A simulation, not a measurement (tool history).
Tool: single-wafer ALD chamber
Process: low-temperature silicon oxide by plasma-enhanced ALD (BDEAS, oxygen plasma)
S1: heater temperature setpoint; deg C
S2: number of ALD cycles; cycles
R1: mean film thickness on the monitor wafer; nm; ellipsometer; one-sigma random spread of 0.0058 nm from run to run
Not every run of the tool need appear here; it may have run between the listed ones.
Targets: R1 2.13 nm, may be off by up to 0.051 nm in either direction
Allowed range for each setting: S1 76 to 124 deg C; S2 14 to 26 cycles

run  hour   S1  S2      R1
  1     0  100  20  2.8566
  2     5  101  19  2.7017
  3   6.5   95  19  2.7529
  4    15   95  21  3.0392
  5  18.2   96  20    2.89
  6  23.9   98  19  2.7226
  7    30   98  19  2.7271
  8  33.1   99  18  2.5868
  9  35.9  100  17  2.4216
 10  43.7  101  17  2.4178
 11  48.9  102  17  2.4135
 12  50.2  103  17  2.4001
 13    55  103  17  2.4098
 14  62.1  104  17  2.4095
 15    68  104  17  2.4117
 16  70.3  105  16  2.2555
 17  74.2  106  16  2.2711

Which one of the following 5 next-run settings gets every result inside its allowed miss? There is exactly one.
  A  78.1  108  16   ?
  B  78.1  100  14   ?
  C  78.1   98  15   ?
  D  78.1  107  17   ?
  E  78.1  104  17   ?

move      R1
   A  2.2443
   B  1.9895
   C  2.1454
   D  2.3884
   E  2.4002
A: an improvement on the last run, though not all results are within tolerance
B: pushes the last run's worst result past its target
C: all results land within tolerance of their targets
D: the biggest miss grows against the last run
E: the biggest miss grows against the last run
Move C is the one to make.
